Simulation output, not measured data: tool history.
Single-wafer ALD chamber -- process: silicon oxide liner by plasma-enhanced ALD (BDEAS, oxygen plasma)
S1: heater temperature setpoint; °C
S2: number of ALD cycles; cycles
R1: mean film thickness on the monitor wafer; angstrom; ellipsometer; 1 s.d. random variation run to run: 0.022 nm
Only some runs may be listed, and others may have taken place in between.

| run | hour | S1 | S2 | R1 |
|---|---|---|---|---|
| 1 | 0.0 | 315 | 79 | 72.534 |
| 2 | 4.0 | 321 | 79 | 72.261 |
| 3 | 6.2 | 321 | 74 | 67.450 |
| 4 | 10.5 | 321 | 71 | 64.809 |
| 5 | 14.1 | 314 | 71 | 65.533 |
| 6 | 17.7 | 315 | 69 | 63.667 |

Forecast run 7:
| 7 | 23.1 | 315 | 68 | ? |

R1: 63.206 angstrom
